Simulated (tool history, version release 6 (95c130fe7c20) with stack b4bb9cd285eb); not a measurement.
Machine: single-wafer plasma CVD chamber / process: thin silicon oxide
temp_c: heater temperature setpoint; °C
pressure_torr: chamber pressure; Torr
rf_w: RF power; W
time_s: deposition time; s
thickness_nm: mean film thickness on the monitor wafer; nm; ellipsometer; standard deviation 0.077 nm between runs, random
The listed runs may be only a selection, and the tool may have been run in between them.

run 1 day=0.000 | temp_c=375 pressure_torr=0.968 rf_w=275 time_s=8.8 | thickness_nm=17.434
run 2 day=0.338 | temp_c=375 pressure_torr=0.928 rf_w=275 time_s=8.8 | thickness_nm=17.066
run 3 day=0.662 | temp_c=375 pressure_torr=0.928 rf_w=275 time_s=8.8 | thickness_nm=17.015
run 4 day=0.904 | temp_c=375 pressure_torr=0.889 rf_w=275 time_s=8.8 | thickness_nm=16.504
run 5 day=0.967 | temp_c=375 pressure_torr=0.889 rf_w=310 time_s=8.8 | thickness_nm=17.490
run 6 day=1.012 | temp_c=375 pressure_torr=0.851 rf_w=305 time_s=8.8 | thickness_nm=16.794
run 7 day=1.367 | temp_c=375 pressure_torr=0.818 rf_w=305 time_s=8.8 | thickness_nm=16.312

Run 8 comes next. What will it give?
run 8 day=1.600 | temp_c=375 pressure_torr=0.789 rf_w=305 time_s=8.8 | thickness_nm=?

For run 8 the tool returned thickness_nm 15.804 nm.
